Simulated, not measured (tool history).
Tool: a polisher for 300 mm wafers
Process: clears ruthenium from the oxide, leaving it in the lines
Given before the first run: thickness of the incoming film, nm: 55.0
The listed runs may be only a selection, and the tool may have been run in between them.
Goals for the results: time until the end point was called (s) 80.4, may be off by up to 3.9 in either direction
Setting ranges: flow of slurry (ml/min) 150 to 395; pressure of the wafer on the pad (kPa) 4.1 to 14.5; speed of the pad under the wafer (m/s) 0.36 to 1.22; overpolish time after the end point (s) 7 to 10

| run | hour | flow of slurry (ml/min) | pressure of the wafer on the pad (kPa) | speed of the pad under the wafer (m/s) | overpolish time after the end point (s) | time until the end point was called (s) |
|---|---|---|---|---|---|---|
| 1 | 0 | 250 | 9 | 0.78 | 10 | 98.898 |
| 2 | 2.4 | 250 | 9.7 | 0.78 | 10 | 93.106 |
| 3 | 7.1 | 250 | 8.3 | 0.78 | 10 | 105.36 |
| 4 | 11.3 | 250 | 8.3 | 0.7 | 10 | 112.54 |
| 5 | 13.5 | 250 | 8.3 | 0.7 | 7 | 112.71 |
| 6 | 21.5 | 250 | 8.3 | 0.7 | 10 | 113.07 |
| 7 | 23.8 | 250 | 9 | 0.7 | 10 | 107.31 |
| 8 | 25.8 | 250 | 9.7 | 0.7 | 10 | 101.72 |

5 candidate next runs follow, results not yet known. Just one meets every target within its allowed miss. Identify it.
| A | 27.8 | 340 | 8.3 | 0.92 | 7 | ? |
| B | 27.8 | 205 | 9 | 0.88 | 10 | ? |
| C | 27.8 | 290 | 11.7 | 0.64 | 9 | ? |
| D | 27.8 | 165 | 9.7 | 0.84 | 7 | ? |
| E | 27.8 | 260 | 11 | 0.82 | 10 | ? |

| move | time until the end point was called (s) |
|---|---|
| A | 89.905 |
| B | 93.317 |
| C | 94.319 |
| D | 95.353 |
| E | 82.567 |
A: nearer than the last run, and not there yet
B: nearer than the last run, and not there yet
C: nearer than the last run, and not there yet
D: nearer than the last run, and not there yet
E: each result inside its tolerance
E meets every target.

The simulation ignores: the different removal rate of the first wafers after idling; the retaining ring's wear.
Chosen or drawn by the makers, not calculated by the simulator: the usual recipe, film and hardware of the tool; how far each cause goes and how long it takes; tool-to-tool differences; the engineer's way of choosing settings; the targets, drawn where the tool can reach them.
